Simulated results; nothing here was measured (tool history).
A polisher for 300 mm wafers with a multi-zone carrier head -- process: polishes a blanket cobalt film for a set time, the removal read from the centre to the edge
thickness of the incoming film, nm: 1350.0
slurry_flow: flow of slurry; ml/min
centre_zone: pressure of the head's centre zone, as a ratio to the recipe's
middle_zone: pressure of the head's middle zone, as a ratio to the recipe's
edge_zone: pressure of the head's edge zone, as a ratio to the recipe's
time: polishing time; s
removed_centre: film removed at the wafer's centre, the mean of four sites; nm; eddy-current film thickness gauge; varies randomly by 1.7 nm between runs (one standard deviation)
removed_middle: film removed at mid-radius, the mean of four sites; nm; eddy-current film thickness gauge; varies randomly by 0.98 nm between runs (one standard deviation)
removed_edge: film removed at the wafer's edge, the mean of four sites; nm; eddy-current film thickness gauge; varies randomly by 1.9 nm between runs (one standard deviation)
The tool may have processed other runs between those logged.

run,hour,slurry_flow,centre_zone,middle_zone,edge_zone,time,removed_centre,removed_middle,removed_edge
1,0,175,1,1,1,53,242.08,246.22,240.37
2,6.3,170,1,0.98,0.97,49,220.96,219.72,217.35
3,6.9,170,1,1.04,0.97,49,225.47,231.26,218.4
4,12.6,155,1,1.04,0.97,49,218.21,229.14,211.39
5,15,185,1,1.04,0.97,49,225.5,236.55,221.78
6,22.6,185,1,1.04,0.97,58,268.24,278.14,259.81
7,24.5,170,1,1.01,0.94,53,245.34,246.6,234.53
8,33,160,1.01,1,0.94,48,216.27,219.84,210.23
9,41,150,1.03,0.98,0.92,45,205.22,198.51,189.66
10,42.2,145,1.03,0.96,0.91,43,196.52,185.25,183.6
11,49,140,1.03,0.95,0.9,41,187.94,174.57,172.35

Estimate the outcome of run 12 from the log above:
12,54.1,135,1.02,0.94,0.89,40,?,?,?

removed_centre: 175.87 nm
removed_middle: 168.14 nm
removed_edge: 164.24 nm

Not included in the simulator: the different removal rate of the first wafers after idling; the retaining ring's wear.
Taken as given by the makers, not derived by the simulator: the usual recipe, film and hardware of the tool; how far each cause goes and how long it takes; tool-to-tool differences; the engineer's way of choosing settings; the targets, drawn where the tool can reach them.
